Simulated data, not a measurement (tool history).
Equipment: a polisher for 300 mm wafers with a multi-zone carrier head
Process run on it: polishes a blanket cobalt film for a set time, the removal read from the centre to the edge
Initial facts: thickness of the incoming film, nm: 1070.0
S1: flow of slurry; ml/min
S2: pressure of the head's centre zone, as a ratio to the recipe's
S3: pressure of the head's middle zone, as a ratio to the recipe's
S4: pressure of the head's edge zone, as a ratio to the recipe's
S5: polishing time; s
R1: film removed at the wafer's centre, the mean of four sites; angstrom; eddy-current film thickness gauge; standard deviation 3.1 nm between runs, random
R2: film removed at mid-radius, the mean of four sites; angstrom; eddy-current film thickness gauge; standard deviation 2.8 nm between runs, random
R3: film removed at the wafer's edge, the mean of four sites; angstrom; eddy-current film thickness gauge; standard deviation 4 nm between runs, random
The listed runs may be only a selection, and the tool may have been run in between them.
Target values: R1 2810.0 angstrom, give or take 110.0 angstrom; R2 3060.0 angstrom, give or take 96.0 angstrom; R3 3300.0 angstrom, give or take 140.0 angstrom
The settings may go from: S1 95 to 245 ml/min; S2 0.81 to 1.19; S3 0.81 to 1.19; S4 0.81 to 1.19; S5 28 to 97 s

Run 1, day 0.000: S1 155 ml/min, S2 1.00, S3 1.00, S4 1.00, S5 62 s. Result: R1 2700.5 angstrom, R2 2671.8 angstrom, R3 2682.9 angstrom.
Run 2, day 0.171: S1 155 ml/min, S2 0.93, S3 1.00, S4 1.00, S5 62 s. Result: R1 2465.6 angstrom, R2 2632.2 angstrom, R3 2716.8 angstrom.
Run 3, day 0.454: S1 155 ml/min, S2 0.93, S3 1.00, S4 0.94, S5 62 s. Result: R1 2415.2 angstrom, R2 2612.7 angstrom, R3 2542.3 angstrom.
Run 4, day 0.758: S1 155 ml/min, S2 0.93, S3 1.00, S4 0.94, S5 69 s. Result: R1 2716.9 angstrom, R2 2930.7 angstrom, R3 2880.2 angstrom.
Run 5, day 1.071: S1 155 ml/min, S2 0.93, S3 1.00, S4 0.94, S5 54 s. Result: R1 2133.4 angstrom, R2 2288.6 angstrom, R3 2262.7 angstrom.
Run 6, day 1.162: S1 160 ml/min, S2 0.93, S3 1.01, S4 0.98, S5 56 s. Result: R1 2206.5 angstrom, R2 2397.7 angstrom, R3 2396.8 angstrom.
Run 7, day 1.225: S1 160 ml/min, S2 0.93, S3 1.02, S4 1.01, S5 58 s. Result: R1 2298.2 angstrom, R2 2482.1 angstrom, R3 2542.2 angstrom.
Run 8, day 1.554: S1 165 ml/min, S2 0.93, S3 1.03, S4 1.03, S5 59 s. Result: R1 2406.2 angstrom, R2 2575.4 angstrom, R3 2550.3 angstrom.
Run 9, day 1.642: S1 160 ml/min, S2 0.92, S3 1.03, S4 1.04, S5 61 s. Result: R1 2403.6 angstrom, R2 2640.9 angstrom, R3 2708.9 angstrom.
Run 10, day 1.900: S1 160 ml/min, S2 0.92, S3 1.03, S4 1.06, S5 62 s. Result: R1 2398.1 angstrom, R2 2663.9 angstrom, R3 2774.5 angstrom.

Exactly one of the 4 candidate moves below puts every result within its allowed miss. Which one?
Run A, day 2.158: S1 205 ml/min, S2 0.85, S3 1.02, S4 1.06, S5 70 s. Result: R1 ?, R2 ?, R3 ?.
Run B, day 2.158: S1 160 ml/min, S2 0.90, S3 0.93, S4 1.12, S5 54 s. Result: R1 ?, R2 ?, R3 ?.
Run C, day 2.158: S1 185 ml/min, S2 1.05, S3 1.14, S4 0.96, S5 48 s. Result: R1 ?, R2 ?, R3 ?.
Run D, day 2.158: S1 155 ml/min, S2 0.91, S3 1.00, S4 1.13, S5 72 s. Result: R1 ?, R2 ?, R3 ?.

move      R1      R2      R3
   A  2636.9  3099.1  3184.4
   B  2088.1  2170.7  2478.4
   C  2211.3  2285.9  2061.3
   D  2805.0  3043.3  3308.1
A: meets the target for the result that was furthest off, but another lies outside its allowed miss
B: moves away from the targets compared with the last run
C: moves away from the targets compared with the last run
D: every result within its allowed miss
The right move is D.

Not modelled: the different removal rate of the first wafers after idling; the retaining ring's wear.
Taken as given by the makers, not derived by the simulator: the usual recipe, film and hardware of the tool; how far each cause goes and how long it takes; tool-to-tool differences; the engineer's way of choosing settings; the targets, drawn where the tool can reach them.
